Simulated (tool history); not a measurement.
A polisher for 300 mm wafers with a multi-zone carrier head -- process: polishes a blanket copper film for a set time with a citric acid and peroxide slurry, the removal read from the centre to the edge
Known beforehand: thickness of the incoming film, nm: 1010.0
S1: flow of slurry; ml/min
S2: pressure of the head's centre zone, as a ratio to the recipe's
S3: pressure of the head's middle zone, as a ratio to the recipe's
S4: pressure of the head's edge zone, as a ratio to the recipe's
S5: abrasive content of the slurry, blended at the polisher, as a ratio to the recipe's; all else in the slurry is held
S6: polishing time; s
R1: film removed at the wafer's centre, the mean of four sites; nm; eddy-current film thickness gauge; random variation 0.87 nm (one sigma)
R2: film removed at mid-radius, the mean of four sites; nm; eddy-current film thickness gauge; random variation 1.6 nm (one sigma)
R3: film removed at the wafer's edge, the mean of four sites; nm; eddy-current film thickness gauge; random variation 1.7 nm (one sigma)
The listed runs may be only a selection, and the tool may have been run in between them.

| run | hour | S1 | S2 | S3 | S4 | S5 | S6 | R1 | R2 | R3 |
|---|---|---|---|---|---|---|---|---|---|---|
| 1 | 0.0 | 225 | 1.00 | 1.00 | 1.00 | 1.0 | 59 | 144.84 | 142.56 | 137.31 |
| 2 | 7.4 | 225 | 1.08 | 1.00 | 1.00 | 1.0 | 59 | 154.84 | 141.88 | 143.43 |
| 3 | 9.7 | 225 | 0.99 | 1.00 | 1.00 | 1.0 | 59 | 142.61 | 142.91 | 141.54 |
| 4 | 10.2 | 225 | 0.99 | 1.00 | 1.00 | 1.0 | 52 | 127.96 | 121.73 | 126.06 |
| 5 | 13.7 | 220 | 0.99 | 0.99 | 0.99 | 1.0 | 52 | 125.88 | 121.91 | 122.04 |
| 6 | 15.6 | 215 | 0.99 | 0.97 | 1.00 | 1.0 | 52 | 125.18 | 121.10 | 122.30 |
| 7 | 19.6 | 215 | 0.99 | 0.95 | 1.01 | 1.0 | 52 | 125.38 | 119.84 | 124.83 |

Forecast run 8:
| 8 | 20.3 | 210 | 0.99 | 0.93 | 1.01 | 1.0 | 52 | ? | ? | ? |

Run 8 produced R1 125.38 nm, R2 115.50 nm, R3 123.09 nm.
